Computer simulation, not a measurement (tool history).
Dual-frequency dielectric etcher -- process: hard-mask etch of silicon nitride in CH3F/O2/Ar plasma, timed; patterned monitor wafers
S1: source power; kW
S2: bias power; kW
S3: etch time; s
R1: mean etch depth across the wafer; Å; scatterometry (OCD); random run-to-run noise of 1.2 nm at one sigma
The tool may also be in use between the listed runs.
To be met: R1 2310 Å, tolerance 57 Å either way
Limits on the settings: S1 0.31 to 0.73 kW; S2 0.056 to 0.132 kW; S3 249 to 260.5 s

run	hour	S1	S2	S3	R1
1	0	0.52	0.094	249	1948.2
2	5.5	0.52	0.082	249	1837.6
3	10.8	0.52	0.088	249	1900
4	13.1	0.52	0.088	249	1893.8
5	21.1	0.47	0.088	249	1815.9
6	25.4	0.47	0.088	260.5	1900
7	27.2	0.53	0.09	260.5	2018.5
8	31.7	0.63	0.097	260.5	2247.9

5 candidate next runs follow, results not yet known. Just one meets every target within its allowed miss. Identify it.
A	36.2	0.68	0.094	252	?
B	36.2	0.71	0.102	260.5	?
C	36.2	0.61	0.094	257	?
D	36.2	0.66	0.115	254	?
E	36.2	0.62	0.103	260.5	?

move	R1
A	2196.9
B	2405.1
C	2142.8
D	2413.1
E	2287.2
A: the biggest miss grows against the last run
B: moves the result that the last run missed by most past its target, out the other side
C: the biggest miss grows against the last run
D: moves the result that the last run missed by most past its target, out the other side
E: every result lands within tolerance
Go with E: it meets all targets.

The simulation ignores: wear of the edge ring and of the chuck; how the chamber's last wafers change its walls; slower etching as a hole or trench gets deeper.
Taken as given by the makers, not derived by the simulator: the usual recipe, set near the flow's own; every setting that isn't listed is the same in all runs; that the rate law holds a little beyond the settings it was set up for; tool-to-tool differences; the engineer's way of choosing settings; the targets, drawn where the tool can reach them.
